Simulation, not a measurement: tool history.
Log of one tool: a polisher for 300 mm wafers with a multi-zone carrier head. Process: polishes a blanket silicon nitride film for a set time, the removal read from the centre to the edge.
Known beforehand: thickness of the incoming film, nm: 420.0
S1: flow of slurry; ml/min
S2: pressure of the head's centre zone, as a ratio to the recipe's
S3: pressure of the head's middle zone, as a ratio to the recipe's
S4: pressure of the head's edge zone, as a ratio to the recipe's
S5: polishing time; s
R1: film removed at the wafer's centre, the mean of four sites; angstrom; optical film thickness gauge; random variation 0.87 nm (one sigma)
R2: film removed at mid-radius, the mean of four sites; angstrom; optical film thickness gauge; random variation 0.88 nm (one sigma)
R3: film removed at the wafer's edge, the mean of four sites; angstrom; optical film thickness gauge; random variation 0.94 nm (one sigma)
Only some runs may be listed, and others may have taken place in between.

run  hour   S1    S2    S3    S4  S5      R1      R2      R3
  1     0  210     1     1     1  35  601.08  614.51  602.62
  2   8.2  215  1.02  1.01  1.02  36  636.63  631.45  636.43
  3   8.8  215  1.02  1.04  1.02  36  649.58  648.32  618.07
  4  17.3  190  1.02  1.04  1.02  36  640.88   645.6   620.6
  5  23.2  190  1.02  0.99  1.02  36  630.27  610.93  628.57
  6  29.2  190  1.03  1.01  1.04  37   655.3  647.66  637.62

What will run 7 give?
  7  33.1  195  1.04  1.01  1.05  38   ?   ?   ?

Run 7 yielded R1 691.69 angstrom, R2 652.29 angstrom, R3 650.74 angstrom.

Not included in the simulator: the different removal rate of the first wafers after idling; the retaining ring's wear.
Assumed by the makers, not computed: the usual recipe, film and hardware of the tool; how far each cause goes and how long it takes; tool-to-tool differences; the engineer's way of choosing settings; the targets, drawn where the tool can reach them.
